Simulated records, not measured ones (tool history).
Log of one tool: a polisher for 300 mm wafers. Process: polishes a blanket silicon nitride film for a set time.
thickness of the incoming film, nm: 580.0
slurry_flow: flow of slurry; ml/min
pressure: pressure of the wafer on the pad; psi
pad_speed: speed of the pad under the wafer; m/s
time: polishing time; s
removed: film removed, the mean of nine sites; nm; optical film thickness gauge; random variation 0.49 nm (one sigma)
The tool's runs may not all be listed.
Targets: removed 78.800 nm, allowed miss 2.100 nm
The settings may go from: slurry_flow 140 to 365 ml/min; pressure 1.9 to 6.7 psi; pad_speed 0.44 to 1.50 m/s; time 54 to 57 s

run  hour  slurry_flow  pressure  pad_speed  time  removed
  1   0.0          235       4.3       0.96    54  121.320
  2   8.2          235       4.3       1.18    54  142.210
  3  12.6          235       4.0       1.18    54  132.430
  4  15.9          235       4.0       1.18    57  140.930
  5  24.2          235       3.7       1.18    57  130.480
  6  25.0          235       3.5       1.18    57  122.110
  7  27.1          235       3.3       1.18    57  116.470
  8  32.4          235       3.1       1.18    57  110.030
  9  36.1          235       3.0       1.18    57  106.450
 10  39.6          235       2.9       1.18    57  102.830
 11  42.8          235       2.8       1.18    57   99.913
 12  47.2          235       2.7       1.18    57   96.133
 13  50.0          235       2.6       1.18    57   92.833
 14  54.8          235       2.5       1.18    57   88.948

Which of these 4 next moves meets every target?
  A  59.6          280       2.4       1.02    54        ?
  B  59.6          195       3.0       1.08    55        ?
  C  59.6          240       2.3       1.08    54        ?
  D  59.6          240       2.2       1.26    54        ?

move  removed
   A   74.564
   B   94.732
   C   73.882
   D   80.143
A: takes the result that was furthest off past its target
B: further off than the last run
C: takes the result that was furthest off past its target
D: meets every target
Move D is the one to make.
